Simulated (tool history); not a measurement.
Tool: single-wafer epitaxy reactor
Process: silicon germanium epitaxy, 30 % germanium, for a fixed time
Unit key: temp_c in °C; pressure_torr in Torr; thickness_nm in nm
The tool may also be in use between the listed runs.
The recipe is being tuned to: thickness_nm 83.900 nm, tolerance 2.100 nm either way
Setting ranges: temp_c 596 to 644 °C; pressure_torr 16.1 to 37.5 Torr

run  hour  temp_c  pressure_torr  thickness_nm
  1   0.0     620           26.8       103.160
  2   1.3     620           24.6        99.519
  3   5.7     618           24.5        95.280
  4   7.1     616           24.4        90.965
  5   8.6     608           24.4        77.722
  6   9.8     609           24.4        79.153
  7  15.1     610           24.4        80.902
  8  18.4     610           24.4        81.154

Below are 5 possible settings for the next run. Only one of them brings all results inside the allowed miss of their targets. Which is it?
  A  21.7     615           20.9             ?
  B  21.7     615           18.6             ?
  C  21.7     613           20.6             ?
  D  21.7     610           23.0             ?
  E  21.7     607           26.2             ?

move  thickness_nm
   A        83.651
   B        79.243
   C        79.804
   D        78.962
   E        78.736
A: meets every target
B: misses by more than the last run did
C: misses by more than the last run did
D: misses by more than the last run did
E: misses by more than the last run did
Go with A: it meets all targets.
